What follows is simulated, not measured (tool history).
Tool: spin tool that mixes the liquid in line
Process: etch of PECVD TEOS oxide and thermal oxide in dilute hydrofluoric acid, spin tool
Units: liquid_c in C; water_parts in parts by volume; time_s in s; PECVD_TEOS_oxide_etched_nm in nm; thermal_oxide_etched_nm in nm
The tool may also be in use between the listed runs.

run	hour	liquid_c	water_parts	time_s	PECVD_TEOS_oxide_etched_nm	thermal_oxide_etched_nm
1	0	23	255	180	6.2365	2.6837
2	8.9	20	255	180	5.5204	2.4037
3	14	22.5	255	180	6.1598	2.7219
4	18.2	22.5	295	180	5.121	2.2306
5	19.3	25	290	180	5.6577	2.4547
6	20	27.5	290	180	6.1439	2.7302
7	28.9	28.5	280	180	6.6446	2.9425
8	33.9	28.5	280	180	6.6549	2.9108
9	34.9	29.5	275	180	7.1119	3.0967
10	42.4	30	270	180	7.4254	3.2707

Run 11 comes next. What will it give?
11	50.7	30.5	270	180	?	?

{"run 11": {"PECVD_TEOS_oxide_etched_nm": 7.3812, "thermal_oxide_etched_nm": 3.2446}}
